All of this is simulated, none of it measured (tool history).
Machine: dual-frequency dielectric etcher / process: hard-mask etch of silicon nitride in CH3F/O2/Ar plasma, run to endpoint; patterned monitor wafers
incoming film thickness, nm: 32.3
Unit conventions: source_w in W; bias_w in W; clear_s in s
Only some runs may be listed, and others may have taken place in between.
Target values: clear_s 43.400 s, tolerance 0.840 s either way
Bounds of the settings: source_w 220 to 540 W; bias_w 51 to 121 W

run  hour  source_w  bias_w  clear_s
  1   0.0       380      86   49.295
  2   2.2       330      86   53.353
  3   4.0       370      86   49.841
  4  10.9       370      94   48.586
  5  17.5       410      94   46.453
  6  19.8       430      95   45.248
  7  27.2       440      95   44.893
  8  28.4       450      95   44.071

Below are 4 possible settings for the next run. Only one of them brings all results inside the allowed miss of their targets. Which is it?
  A  29.6       450      90        ?
  B  29.6       470      96        ?
  C  29.6       470     109        ?
  D  29.6       430      94        ?

move  clear_s
   A   44.762
   B   43.193
   C   41.852
   D   45.261
A: the biggest miss grows against the last run
B: in spec on every target
C: moves the result that the last run missed by most past its target, out the other side
D: the biggest miss grows against the last run
Answer: B
